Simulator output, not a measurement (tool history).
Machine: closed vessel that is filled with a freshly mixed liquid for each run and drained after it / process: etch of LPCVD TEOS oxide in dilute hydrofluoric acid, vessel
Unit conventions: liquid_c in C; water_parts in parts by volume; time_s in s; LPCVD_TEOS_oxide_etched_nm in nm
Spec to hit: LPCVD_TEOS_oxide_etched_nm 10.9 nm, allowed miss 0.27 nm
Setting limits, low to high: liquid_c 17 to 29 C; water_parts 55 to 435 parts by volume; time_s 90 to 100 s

run,hour,liquid_c,water_parts,time_s,LPCVD_TEOS_oxide_etched_nm
1,0,21,245,90,8.5042
2,8.9,19,245,90,7.9277
3,16.9,19,245,100,8.9197
4,22,19,170,100,13.826
5,23.7,19,95,100,26.643
6,26.7,18.5,120,100,20.04
7,29.5,18,135,100,17.096
8,31.5,17,215,100,9.5707
9,35.9,17.5,215,100,9.8494
10,42,18,215,100,9.9388
11,43,18.5,215,100,10.071
12,44.5,19,215,100,10.354
13,51.8,19.5,215,100,10.478

4 next moves are on the table. One of them brings every result within its allowed miss. Which?
A,59.1,20.5,200,95,?
B,59.1,19,195,100,?
C,59.1,20.5,215,100,?
D,59.1,20.5,195,95,?

move,LPCVD_TEOS_oxide_etched_nm
A,11.555
B,11.828
C,11.149
D,11.911
A: pushes the last run's worst result past its target
B: pushes the last run's worst result past its target
C: all results land within tolerance of their targets
D: pushes the last run's worst result past its target
Answer: C

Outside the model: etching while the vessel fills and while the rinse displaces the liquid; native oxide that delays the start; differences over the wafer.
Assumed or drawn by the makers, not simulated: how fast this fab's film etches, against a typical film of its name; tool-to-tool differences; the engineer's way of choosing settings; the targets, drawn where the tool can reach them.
